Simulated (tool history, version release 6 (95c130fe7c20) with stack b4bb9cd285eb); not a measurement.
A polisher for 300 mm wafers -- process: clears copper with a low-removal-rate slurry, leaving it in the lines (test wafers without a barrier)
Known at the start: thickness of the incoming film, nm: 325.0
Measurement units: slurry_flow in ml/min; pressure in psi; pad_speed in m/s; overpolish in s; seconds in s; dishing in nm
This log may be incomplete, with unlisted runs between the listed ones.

| run | hour | slurry_flow | pressure | pad_speed | slurry_solids | overpolish | seconds | dishing |
|---|---|---|---|---|---|---|---|---|
| 1 | 0 | 185 | 4 | 0.84 | 1 | 18 | 120.86 | 38.767 |
| 2 | 5.3 | 185 | 4.4 | 0.84 | 1 | 18 | 115.07 | 42.96 |
| 3 | 10.4 | 185 | 4.2 | 0.86 | 1 | 16 | 112.2 | 38.202 |
| 4 | 16.5 | 185 | 4.1 | 0.86 | 1 | 14 | 115.68 | 33.438 |
| 5 | 24 | 185 | 4.1 | 1.06 | 1 | 14 | 96.832 | 38.621 |
| 6 | 29.4 | 185 | 5.1 | 1.06 | 1 | 14 | 80.136 | 44.908 |
| 7 | 34 | 185 | 4.8 | 1.06 | 1 | 13 | 84.239 | 39.891 |
| 8 | 37.8 | 185 | 4.6 | 1.06 | 1 | 12 | 89.406 | 37.248 |
| 9 | 38.4 | 180 | 4.4 | 1.06 | 1 | 11 | 91.836 | 32.022 |
| 10 | 39.8 | 175 | 4.3 | 1.06 | 1 | 11 | 93.979 | 30.729 |
| 11 | 46 | 170 | 4.2 | 1.06 | 1 | 11 | 99.882 | 30.32 |
| 12 | 54 | 165 | 4.2 | 1.06 | 1 | 10 | 95.337 | 28.379 |
| 13 | 55.3 | 160 | 3.3 | 1.04 | 1 | 6 | 125.39 | 13.542 |
| 14 | 57 | 165 | 3.4 | 1.04 | 1 | 6 | 118.87 | 14.242 |
| 15 | 65.6 | 175 | 3.6 | 1.04 | 1 | 13 | 111.28 | 30.666 |
| 16 | 71.6 | 175 | 3.6 | 1.04 | 1 | 13 | 112.84 | 30.784 |
| 17 | 77.6 | 175 | 3.6 | 1.04 | 1 | 12 | 113.18 | 30.139 |
| 18 | 81.4 | 170 | 3.7 | 1.02 | 1 | 12 | 109.41 | 29.217 |
| 19 | 87.6 | 165 | 3.8 | 1 | 1 | 10 | 113.05 | 24.86 |
| 20 | 96.1 | 170 | 3.8 | 1 | 1 | 10 | 112.75 | 24.66 |

Run 21 comes next. What will it give?
| 21 | 98.4 | 170 | 3.8 | 1 | 1 | 5 | ? | ? |

{"run 21": {"seconds": 110.3, "dishing": 12.74}}

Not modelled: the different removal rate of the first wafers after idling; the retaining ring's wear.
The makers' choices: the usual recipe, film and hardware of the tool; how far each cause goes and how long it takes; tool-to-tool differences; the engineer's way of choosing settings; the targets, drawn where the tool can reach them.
